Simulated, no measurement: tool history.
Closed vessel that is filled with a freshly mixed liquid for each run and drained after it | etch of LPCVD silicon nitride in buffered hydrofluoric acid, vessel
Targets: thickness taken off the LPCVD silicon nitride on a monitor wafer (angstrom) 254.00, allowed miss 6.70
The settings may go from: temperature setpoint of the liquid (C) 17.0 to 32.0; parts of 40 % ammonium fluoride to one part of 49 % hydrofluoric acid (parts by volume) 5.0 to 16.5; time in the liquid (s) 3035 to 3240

run	hour	temperature setpoint of the liquid (C)	parts of 40 % ammonium fluoride to one part of 49 % hydrofluoric acid (parts by volume)	time in the liquid (s)	thickness taken off the LPCVD silicon nitride on a monitor wafer (angstrom)
1	0.0	24.0	10.0	3035	432.00
2	6.2	24.0	10.0	3240	462.66
3	10.5	23.5	10.5	3240	428.03
4	14.0	25.5	10.5	3240	479.22
5	19.1	25.5	9.0	3240	536.21
6	22.3	22.5	9.0	3240	460.73
7	28.0	22.0	9.5	3240	435.76
8	34.8	21.5	10.0	3240	402.55
9	38.2	21.0	10.5	3240	374.13
10	44.4	20.5	10.5	3240	366.66
11	49.3	20.0	10.5	3240	357.24
12	56.3	19.5	10.5	3240	347.06
13	63.1	19.0	10.5	3240	336.32
14	68.4	18.0	11.5	3235	288.47

4 next moves are on the table. One of them brings every result within its allowed miss. Which?
A	73.7	17.0	12.5	3240	?
B	73.7	20.0	13.5	3090	?
C	73.7	19.0	12.0	3040	?
D	73.7	19.0	13.0	3240	?

move	thickness taken off the LPCVD silicon nitride on a monitor wafer (angstrom)
A	256.98
B	269.32
C	281.12
D	277.02
A: meets every target
B: nearer than the last run, and not there yet
C: nearer than the last run, and not there yet
D: nearer than the last run, and not there yet
The right move is A.
